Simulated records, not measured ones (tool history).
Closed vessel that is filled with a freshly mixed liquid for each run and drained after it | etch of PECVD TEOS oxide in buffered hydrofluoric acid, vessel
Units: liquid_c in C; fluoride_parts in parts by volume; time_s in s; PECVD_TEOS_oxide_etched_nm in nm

run	hour	liquid_c	fluoride_parts	time_s	PECVD_TEOS_oxide_etched_nm
1	0	22	10	100	238.89
2	1.3	23	10	100	253.15
3	10.2	23.5	10	100	258.2
4	13.9	23.5	10	105	270.45
5	21.4	24	10	105	275.83
6	27	24	10	100	262.24
7	28.6	24.5	10	100	269.63

Forecast run 8:
8	31.3	25	10	100	?

{"run 8": {"PECVD_TEOS_oxide_etched_nm": 279.15}}

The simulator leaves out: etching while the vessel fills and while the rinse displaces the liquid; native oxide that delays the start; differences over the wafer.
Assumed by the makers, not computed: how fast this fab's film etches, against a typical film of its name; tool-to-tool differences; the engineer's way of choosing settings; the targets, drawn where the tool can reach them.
